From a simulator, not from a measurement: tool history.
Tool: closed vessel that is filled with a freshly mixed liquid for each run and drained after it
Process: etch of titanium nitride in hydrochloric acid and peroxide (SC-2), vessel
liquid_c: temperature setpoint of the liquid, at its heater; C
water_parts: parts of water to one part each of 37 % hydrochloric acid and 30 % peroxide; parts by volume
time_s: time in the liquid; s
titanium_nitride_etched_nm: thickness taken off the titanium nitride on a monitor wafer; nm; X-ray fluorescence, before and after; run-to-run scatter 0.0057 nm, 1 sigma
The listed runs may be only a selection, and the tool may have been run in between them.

Run 1, day 0: liquid_c 56 C, water_parts 6.5 parts by volume, time_s 30 s. Result: titanium_nitride_etched_nm 1.3147 nm.
Run 2, day 0.367: liquid_c 56 C, water_parts 4.5 parts by volume, time_s 30 s. Result: titanium_nitride_etched_nm 1.7072 nm.
Run 3, day 0.608: liquid_c 53.5 C, water_parts 4.5 parts by volume, time_s 30 s. Result: titanium_nitride_etched_nm 1.4526 nm.
Run 4, day 0.738: liquid_c 53.5 C, water_parts 4.5 parts by volume, time_s 30 s. Result: titanium_nitride_etched_nm 1.4519 nm.
Run 5, day 1.117: liquid_c 51.5 C, water_parts 4.5 parts by volume, time_s 30 s. Result: titanium_nitride_etched_nm 1.2811 nm.
Run 6, day 1.162: liquid_c 51.5 C, water_parts 5.5 parts by volume, time_s 30 s. Result: titanium_nitride_etched_nm 1.1001 nm.

Run 7 comes next. What will it give?
Run 7, day 1.258: liquid_c 51 C, water_parts 5.5 parts by volume, time_s 30 s. Result: titanium_nitride_etched_nm ?.

{"run 7": {"titanium_nitride_etched_nm": 1.0628}}
